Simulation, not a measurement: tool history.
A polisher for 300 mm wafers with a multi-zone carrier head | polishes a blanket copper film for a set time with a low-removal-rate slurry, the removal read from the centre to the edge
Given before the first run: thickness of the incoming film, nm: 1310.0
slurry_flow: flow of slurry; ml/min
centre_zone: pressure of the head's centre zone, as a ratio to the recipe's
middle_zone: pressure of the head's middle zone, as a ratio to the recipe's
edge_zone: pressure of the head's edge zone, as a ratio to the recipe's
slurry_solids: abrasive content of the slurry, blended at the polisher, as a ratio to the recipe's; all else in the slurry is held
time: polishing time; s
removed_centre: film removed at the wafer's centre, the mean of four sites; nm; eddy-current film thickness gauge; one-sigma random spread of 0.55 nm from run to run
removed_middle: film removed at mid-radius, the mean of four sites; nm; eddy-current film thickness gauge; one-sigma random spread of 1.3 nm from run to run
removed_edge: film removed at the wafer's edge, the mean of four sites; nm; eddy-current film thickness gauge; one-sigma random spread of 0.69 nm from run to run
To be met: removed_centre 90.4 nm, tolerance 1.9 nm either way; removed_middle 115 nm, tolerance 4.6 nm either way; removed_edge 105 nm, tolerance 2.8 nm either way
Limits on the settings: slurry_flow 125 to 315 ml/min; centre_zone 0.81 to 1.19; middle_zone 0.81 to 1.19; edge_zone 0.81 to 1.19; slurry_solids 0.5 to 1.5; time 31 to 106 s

run  hour  slurry_flow  centre_zone  middle_zone  edge_zone  slurry_solids  time  removed_centre  removed_middle  removed_edge
  1     0          205            1            1          1              1    68          115.07          125.98        127.08
  2   6.3          205            1            1          1              1    77          130.25          142.34        141.59
  3   8.7          200         0.97            1       0.97            0.9    76          119.83          134.87        134.57
  4   9.4          195         0.96         1.01       0.94            0.8    75          113.81          131.62        127.98
  5  17.1          190         0.95         1.01       0.92           0.75    74          107.99          125.82        123.75
  6  23.7          190         0.95         1.01       0.92           0.85    74          112.37          132.88        125.06
  7  27.5          185         0.94            1        0.9            0.8    73          108.55          124.11        119.69
  8  30.7          185         0.94            1        0.9            0.8    73          108.01          122.32        120.84
     33.4  -- centre zone pressure recalibrated
  9  33.4          180         0.93         1.01       0.88           0.75    72          109.24           122.9        115.96
 10  40.3          180         0.91         1.02       0.88            0.7    71          103.45          119.29         112.7

Which one of the following 4 next-run settings gets every result inside its allowed miss? There is exactly one.
  A  47.2          225         0.81         1.19       1.08            0.6    67               ?               ?             ?
  B  47.2          180         0.84         1.06       0.87            0.7    67               ?               ?             ?
  C  47.2          200         0.89         1.11       1.15           0.65    64               ?               ?             ?
  D  47.2          230         0.81         1.06        0.9            0.5    71               ?               ?             ?

move  removed_centre  removed_middle  removed_edge
   A          86.171          124.43        113.61
   B          90.589          114.63         106.1
   C          91.181          112.94        113.33
   D          86.679          113.43        105.67
A: the result that was furthest off in the last run now lies on the other side of its target
B: hits every target within its allowed miss
C: brings the last run's worst result on target, with another outside its allowed miss
D: the result that was furthest off in the last run now lies on the other side of its target
Correct choice: B, which meets every target

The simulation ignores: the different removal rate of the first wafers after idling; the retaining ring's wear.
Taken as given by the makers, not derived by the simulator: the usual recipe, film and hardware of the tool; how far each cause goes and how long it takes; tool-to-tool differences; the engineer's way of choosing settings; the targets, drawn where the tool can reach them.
